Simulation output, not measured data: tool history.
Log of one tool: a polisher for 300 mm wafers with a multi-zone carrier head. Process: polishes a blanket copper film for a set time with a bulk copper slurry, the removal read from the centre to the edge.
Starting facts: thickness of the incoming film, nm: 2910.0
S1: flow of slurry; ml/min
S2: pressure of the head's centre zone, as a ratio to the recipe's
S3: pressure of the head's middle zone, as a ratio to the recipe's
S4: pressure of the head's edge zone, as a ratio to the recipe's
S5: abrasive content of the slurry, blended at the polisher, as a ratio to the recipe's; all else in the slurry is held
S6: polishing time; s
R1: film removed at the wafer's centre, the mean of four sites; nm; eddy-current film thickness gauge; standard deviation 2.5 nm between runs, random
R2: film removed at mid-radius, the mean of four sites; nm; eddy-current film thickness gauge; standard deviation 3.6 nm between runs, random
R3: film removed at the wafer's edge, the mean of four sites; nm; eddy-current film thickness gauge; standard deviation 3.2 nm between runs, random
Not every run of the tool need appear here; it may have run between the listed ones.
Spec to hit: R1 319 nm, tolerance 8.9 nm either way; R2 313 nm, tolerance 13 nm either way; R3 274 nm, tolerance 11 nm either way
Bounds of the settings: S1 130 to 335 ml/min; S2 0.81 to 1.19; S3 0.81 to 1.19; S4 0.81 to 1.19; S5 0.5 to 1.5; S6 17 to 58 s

run  hour   S1    S2    S3    S4    S5  S6      R1      R2      R3
  1     0  215     1     1     1     1  37  247.08  244.25  238.28
  2   7.7  215     1     1  1.06     1  37  245.96   242.5  241.35
  3  10.2  225  1.02  1.03  1.06   1.1  37  263.31  259.44  246.65
  4  14.9  225  1.02  1.03  0.98   1.1  37  259.55  262.36  238.77
  5  15.8  225  1.08  1.03  0.98   1.1  37   269.7  255.63  235.45
  6  20.4  225  1.04  1.03  0.98   1.1  37  264.35   252.1  240.75
  7  21.6  225  1.04  1.03  0.98   1.1  37  266.48  262.05  240.35
  8  22.3  235  1.05  1.04     1  1.15  37  275.02  268.95   251.6
  9    26  250  1.07  1.06     1  1.15  37  277.95  271.94  248.72

Which single option among these 5 for the next run brings every result within its allowed miss of target? Just one does.
  A  29.7  200  0.88  1.15  1.04   1.2  41   ?   ?   ?
  B  29.7  240   0.9  0.88  1.15   1.1  36   ?   ?   ?
  C  29.7  230   1.1  1.11     1  1.25  41   ?   ?   ?
  D  29.7  265  0.89  1.04  1.07   1.1  38   ?   ?   ?
  E  29.7  335     1  1.09  1.08  1.15  42   ?   ?   ?

move      R1      R2      R3
   A  250.11  314.46  280.72
   B  226.19  221.43  259.98
   C  323.52  314.07  282.53
   D  239.56  272.19   266.4
   E  309.09  323.87  304.21
A: further off than the last run
B: further off than the last run
C: all results in spec
D: further off than the last run
E: an improvement on the last run, though not all results are within tolerance
So the answer is move C, the one that meets all the targets.
